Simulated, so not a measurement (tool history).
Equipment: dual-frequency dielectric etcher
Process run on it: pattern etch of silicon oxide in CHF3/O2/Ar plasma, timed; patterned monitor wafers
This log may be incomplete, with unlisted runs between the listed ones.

run  hour  source power (kW)  bias power (kW)  etch time (s)  mean etch depth across the wafer (Å)
  1   0.0              0.880            0.135          606.5                                 13116
  2   5.0              0.880            0.135          606.5                                 13091
  3   6.2              0.840            0.135          606.5                                 12793
  4  13.0              0.900            0.135          606.5                                 13158
  5  22.0              0.900            0.112          606.5                                 12733
  6  27.8              0.880            0.112          606.5                                 12692
  7  34.8              0.860            0.112          606.5                                 12485
  8  39.2              0.840            0.112          606.5                                 12378
  9  47.3              0.830            0.112          606.5                                 12361

What does the tool deliver on the next run?
 10  48.9              0.750            0.111          606.5                                     ?

mean etch depth across the wafer (Å): 11698

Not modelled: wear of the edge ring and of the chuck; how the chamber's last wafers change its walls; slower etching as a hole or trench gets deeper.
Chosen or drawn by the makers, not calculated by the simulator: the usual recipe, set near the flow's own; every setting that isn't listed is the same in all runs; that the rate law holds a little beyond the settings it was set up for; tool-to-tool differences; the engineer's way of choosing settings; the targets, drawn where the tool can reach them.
